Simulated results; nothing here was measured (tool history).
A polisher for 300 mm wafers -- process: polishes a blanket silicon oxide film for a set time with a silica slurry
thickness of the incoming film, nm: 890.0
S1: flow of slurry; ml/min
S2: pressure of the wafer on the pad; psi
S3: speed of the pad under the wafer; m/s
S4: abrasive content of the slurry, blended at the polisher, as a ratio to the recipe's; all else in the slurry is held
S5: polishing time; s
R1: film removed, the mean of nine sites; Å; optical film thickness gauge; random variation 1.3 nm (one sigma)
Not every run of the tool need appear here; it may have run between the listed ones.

run  hour   S1   S2    S3  S4  S5      R1
  1     0  285  3.3  1.46   1  40  1433.4
  2   8.2  245  3.3  1.46   1  40  1410.6
  3   9.9  255  3.5  1.46   1  40  1519.4
  4  11.2  260  3.7  1.46   1  40  1585.2
  5  13.7  265  3.9  1.46   1  40  1685.5
  6  16.3  265  3.9  1.46   1  36  1492.3
  7  20.2  265  4.1  1.46   1  36  1582.7
  8  28.7  265  4.3  1.46   1  36  1659.1

Estimate the outcome of run 9 from the log above:
  9  30.4  265  4.4  1.46   1  36   ?

{"run 9": {"R1": 1715.7}}
